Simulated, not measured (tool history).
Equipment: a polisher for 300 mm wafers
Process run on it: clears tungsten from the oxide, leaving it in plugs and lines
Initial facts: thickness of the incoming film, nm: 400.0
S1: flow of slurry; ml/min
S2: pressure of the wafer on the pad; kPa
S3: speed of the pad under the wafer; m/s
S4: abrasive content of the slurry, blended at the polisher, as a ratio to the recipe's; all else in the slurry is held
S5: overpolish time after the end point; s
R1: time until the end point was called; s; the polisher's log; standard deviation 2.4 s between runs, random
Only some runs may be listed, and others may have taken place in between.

run 1 day=0 | S1=245 S2=22.8 S3=1 S4=1 S5=18 | R1=101.81
run 2 day=0.283 | S1=290 S2=22.8 S3=1 S4=1 S5=18 | R1=97.427
run 3 day=0.438 | S1=290 S2=22.8 S3=1 S4=1 S5=19 | R1=102.37
run 4 day=0.521 | S1=290 S2=22.8 S3=1 S4=1 S5=18 | R1=98.034
run 5 day=0.554 | S1=235 S2=22.8 S3=1 S4=1 S5=18 | R1=100.84
-- day=0.617 worn pad replaced by a new one
run 6 day=0.617 | S1=235 S2=22.1 S3=1 S4=1 S5=18 | R1=99.101

The next listed run, before its measurement:
run 7 day=0.688 | S1=235 S2=21.4 S3=1 S4=1 S5=18 | R1=?

R1: 100.03 s
